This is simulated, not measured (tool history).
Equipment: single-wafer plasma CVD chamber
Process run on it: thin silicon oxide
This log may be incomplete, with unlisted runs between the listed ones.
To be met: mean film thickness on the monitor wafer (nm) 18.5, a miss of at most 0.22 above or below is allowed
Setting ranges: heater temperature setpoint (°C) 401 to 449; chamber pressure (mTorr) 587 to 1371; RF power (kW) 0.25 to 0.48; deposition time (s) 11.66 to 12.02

run,hour,heater temperature setpoint (°C),chamber pressure (mTorr),RF power (kW),deposition time (s),mean film thickness on the monitor wafer (nm)
1,0,425,979,0.365,11.66,26.336
2,7.7,425,878,0.355,11.66,23.409
3,14.7,425,816,0.355,11.66,21.626
4,17.2,425,780,0.355,11.66,20.31
5,18.5,416,780,0.355,11.66,20.517
6,23.8,416,757,0.355,11.66,19.802
7,30.4,415,743,0.355,11.66,19.246
8,31.3,413,738,0.355,11.66,19.121
9,32.9,411,734,0.355,11.66,19.035
10,37.3,410,730,0.355,11.66,18.957
11,45.2,409,726,0.355,11.66,18.703
12,53.9,408,725,0.355,11.66,18.71

4 next moves are on the table. One of them brings every result within its allowed miss. Which?
A,62.6,413,739,0.37,11.66,?
B,62.6,401,766,0.31,11.66,?
C,62.6,407,727,0.355,11.92,?
D,62.6,414,698,0.405,11.66,?

move,mean film thickness on the monitor wafer (nm)
A,19.33
B,19.192
C,19.142
D,18.391
A: its largest miss is bigger than the last run's
B: its largest miss is bigger than the last run's
C: its largest miss is bigger than the last run's
D: hits every target within its allowed miss
Correct choice: D, which meets every target
